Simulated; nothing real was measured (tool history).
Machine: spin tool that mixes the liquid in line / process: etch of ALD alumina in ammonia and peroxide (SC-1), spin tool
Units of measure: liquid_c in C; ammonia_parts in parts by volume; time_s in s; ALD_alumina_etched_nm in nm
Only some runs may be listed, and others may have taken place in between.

{"run": 1, "hour": 0.0, "liquid_c": 48, "ammonia_parts": 0.55, "time_s": 210, "ALD_alumina_etched_nm": 11.344}
{"run": 2, "hour": 3.8, "liquid_c": 51.5, "ammonia_parts": 0.55, "time_s": 210, "ALD_alumina_etched_nm": 13.528}
{"run": 3, "hour": 5.0, "liquid_c": 52.5, "ammonia_parts": 0.55, "time_s": 210, "ALD_alumina_etched_nm": 14.232}
{"run": 4, "hour": 11.8, "liquid_c": 53, "ammonia_parts": 0.55, "time_s": 210, "ALD_alumina_etched_nm": 14.854}
{"run": 5, "hour": 19.8, "liquid_c": 53, "ammonia_parts": 0.55, "time_s": 210, "ALD_alumina_etched_nm": 14.884}
{"run": 6, "hour": 20.5, "liquid_c": 53, "ammonia_parts": 0.75, "time_s": 210, "ALD_alumina_etched_nm": 15.33}
{"run": 7, "hour": 28.1, "liquid_c": 53.5, "ammonia_parts": 0.75, "time_s": 210, "ALD_alumina_etched_nm": 15.704}

Predict the results of run 8:
{"run": 8, "hour": 36.1, "liquid_c": 54, "ammonia_parts": 0.75, "time_s": 210, "ALD_alumina_etched_nm": "?"}

ALD_alumina_etched_nm: 16.053 nm

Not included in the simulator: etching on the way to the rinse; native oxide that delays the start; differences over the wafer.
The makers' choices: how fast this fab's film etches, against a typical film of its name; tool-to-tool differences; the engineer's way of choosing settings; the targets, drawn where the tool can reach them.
